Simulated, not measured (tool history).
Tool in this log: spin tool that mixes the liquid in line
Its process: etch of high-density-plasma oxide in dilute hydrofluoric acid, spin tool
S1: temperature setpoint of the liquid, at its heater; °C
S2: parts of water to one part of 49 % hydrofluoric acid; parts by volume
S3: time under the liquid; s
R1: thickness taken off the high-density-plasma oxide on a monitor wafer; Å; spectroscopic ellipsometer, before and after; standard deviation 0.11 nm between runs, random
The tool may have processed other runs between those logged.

run 1 hour=0 | S1=23 S2=285 S3=270 | R1=40.925
run 2 hour=5.3 | S1=25 S2=240 S3=270 | R1=53.401
run 3 hour=6.2 | S1=27.5 S2=240 S3=270 | R1=59.121
run 4 hour=13.2 | S1=26 S2=240 S3=270 | R1=56.166
run 5 hour=17.8 | S1=26 S2=335 S3=270 | R1=36.542
run 6 hour=21.9 | S1=26 S2=280 S3=270 | R1=46.338
run 7 hour=26.7 | S1=27 S2=240 S3=270 | R1=58.06
run 8 hour=34.1 | S1=28 S2=210 S3=270 | R1=70.971
run 9 hour=43 | S1=28.5 S2=190 S3=270 | R1=83.088
run 10 hour=48.5 | S1=29 S2=180 S3=270 | R1=89.653
run 11 hour=51.5 | S1=29.5 S2=175 S3=270 | R1=95.96

What does the tool deliver on the next run?
run 12 hour=53.3 | S1=30 S2=170 S3=270 | R1=?

Run 12 gave R1 99.71 Å.
